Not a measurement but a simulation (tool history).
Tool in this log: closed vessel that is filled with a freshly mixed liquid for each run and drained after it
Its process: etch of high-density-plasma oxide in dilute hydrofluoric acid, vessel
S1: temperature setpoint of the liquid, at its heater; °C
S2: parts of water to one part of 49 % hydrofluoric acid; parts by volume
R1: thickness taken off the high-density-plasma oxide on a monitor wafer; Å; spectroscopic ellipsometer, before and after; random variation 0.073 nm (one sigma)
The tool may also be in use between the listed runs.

{"run": 1, "hour": 0.0, "S1": 24, "S2": 180, "time in the liquid (s)": 445, "R1": 120.93}
{"run": 2, "hour": 0.7, "S1": 24, "S2": 210, "time in the liquid (s)": 445, "R1": 100.13}
{"run": 3, "hour": 2.3, "S1": 24, "S2": 165, "time in the liquid (s)": 445, "R1": 133.45}
{"run": 4, "hour": 11.0, "S1": 23, "S2": 170, "time in the liquid (s)": 445, "R1": 121.73}
{"run": 5, "hour": 13.9, "S1": 22, "S2": 170, "time in the liquid (s)": 445, "R1": 118.4}
{"hour": 20.2, "done": "thermometer replaced"}
{"run": 6, "hour": 20.2, "S1": 21, "S2": 170, "time in the liquid (s)": 445, "R1": 126.15}
{"run": 7, "hour": 26.3, "S1": 21, "S2": 170, "time in the liquid (s)": 445, "R1": 124.9}
{"run": 8, "hour": 29.0, "S1": 21, "S2": 180, "time in the liquid (s)": 445, "R1": 117.01}
{"run": 9, "hour": 35.9, "S1": 21, "S2": 180, "time in the liquid (s)": 445, "R1": 117.11}

Run 10 is up next; what results do you expect?
{"run": 10, "hour": 37.1, "S1": 21, "S2": 190, "time in the liquid (s)": 445, "R1": "?"}

R1: 108.92 Å

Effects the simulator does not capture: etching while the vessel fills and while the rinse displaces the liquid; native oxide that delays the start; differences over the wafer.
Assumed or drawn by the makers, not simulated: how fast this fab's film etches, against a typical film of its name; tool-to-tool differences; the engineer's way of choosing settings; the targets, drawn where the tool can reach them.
